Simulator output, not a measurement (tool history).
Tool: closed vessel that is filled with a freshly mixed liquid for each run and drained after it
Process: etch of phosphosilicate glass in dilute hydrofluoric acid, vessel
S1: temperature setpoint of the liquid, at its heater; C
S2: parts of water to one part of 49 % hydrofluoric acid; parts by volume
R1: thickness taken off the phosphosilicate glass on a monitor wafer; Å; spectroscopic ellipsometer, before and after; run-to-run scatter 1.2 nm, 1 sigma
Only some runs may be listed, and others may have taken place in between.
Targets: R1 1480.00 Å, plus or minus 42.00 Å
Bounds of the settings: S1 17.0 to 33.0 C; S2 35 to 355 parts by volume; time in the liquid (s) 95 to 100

{"run": 1, "hour": 0.0, "S1": 25.0, "S2": 195, "time in the liquid (s)": 95, "R1": 846.26}
{"run": 2, "hour": 3.2, "S1": 23.0, "S2": 195, "time in the liquid (s)": 95, "R1": 791.87}
{"run": 3, "hour": 10.0, "S1": 21.5, "S2": 195, "time in the liquid (s)": 95, "R1": 740.59}
{"run": 4, "hour": 11.8, "S1": 20.0, "S2": 195, "time in the liquid (s)": 95, "R1": 705.26}
{"run": 5, "hour": 19.7, "S1": 21.5, "S2": 190, "time in the liquid (s)": 95, "R1": 779.71}
{"run": 6, "hour": 27.6, "S1": 21.5, "S2": 190, "time in the liquid (s)": 95, "R1": 770.94}
{"run": 7, "hour": 35.1, "S1": 23.0, "S2": 185, "time in the liquid (s)": 95, "R1": 831.77}
{"run": 8, "hour": 39.1, "S1": 24.0, "S2": 180, "time in the liquid (s)": 95, "R1": 899.67}
{"run": 9, "hour": 45.2, "S1": 25.0, "S2": 175, "time in the liquid (s)": 95, "R1": 960.63}
{"run": 10, "hour": 49.5, "S1": 26.0, "S2": 170, "time in the liquid (s)": 95, "R1": 1038.5}
{"run": 11, "hour": 51.0, "S1": 27.0, "S2": 170, "time in the liquid (s)": 95, "R1": 1079.9}
{"run": 12, "hour": 55.3, "S1": 28.0, "S2": 170, "time in the liquid (s)": 95, "R1": 1114.5}
{"run": 13, "hour": 57.1, "S1": 28.5, "S2": 165, "time in the liquid (s)": 95, "R1": 1177.7}
{"run": 14, "hour": 64.1, "S1": 29.0, "S2": 165, "time in the liquid (s)": 95, "R1": 1203.0}
{"run": 15, "hour": 64.9, "S1": 33.0, "S2": 150, "time in the liquid (s)": 95, "R1": 1546.1}
{"run": 16, "hour": 72.5, "S1": 32.5, "S2": 150, "time in the liquid (s)": 95, "R1": 1530.2}

Exercise: of the 4 proposed moves below, exactly one satisfies all targets within the stated allowed misses. Which move is it?
{"run": "A", "hour": 80.1, "S1": 33.0, "S2": 155, "time in the liquid (s)": 95, "R1": "?"}
{"run": "B", "hour": 80.1, "S1": 26.5, "S2": 120, "time in the liquid (s)": 95, "R1": "?"}
{"run": "C", "hour": 80.1, "S1": 33.0, "S2": 155, "time in the liquid (s)": 100, "R1": "?"}
{"run": "D", "hour": 80.1, "S1": 32.5, "S2": 160, "time in the liquid (s)": 95, "R1": "?"}

move=A R1=1493.70
move=B R1=1595.10
move=C R1=1572.30
move=D R1=1412.30
A: in spec on every target
B: the biggest miss grows against the last run
C: the biggest miss grows against the last run
D: carries the result that was furthest off beyond its target, to the other side
A is the move that brings every result within its allowed miss.
